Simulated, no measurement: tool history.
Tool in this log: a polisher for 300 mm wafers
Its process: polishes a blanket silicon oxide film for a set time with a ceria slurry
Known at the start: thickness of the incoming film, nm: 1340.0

run  hour  flow of slurry (ml/min)  pressure of the wafer on the pad (kPa)  speed of the pad under the wafer (cm/s)  polishing time (s)  film removed (angstrom)
  1     0                      215                                    26.9                                      116                 105                   5631.4
  2   6.9                      210                                    26.2                                      116                 105                   5402.2
  3   9.2                      200                                    25.5                                      116                 105                     5263
  4    14                      195                                    24.8                                      116                 105                   5140.5
  5  21.5                      195                                    20.7                                      116                 105                   4303.9
  6  28.2                      195                                    20.7                                      116                 110                   4467.9

The next listed run, before its measurement:
  7  36.6                      220                                    22.8                                      116                 110                        ?

Run 7 came out at film removed (angstrom) 5026.1.
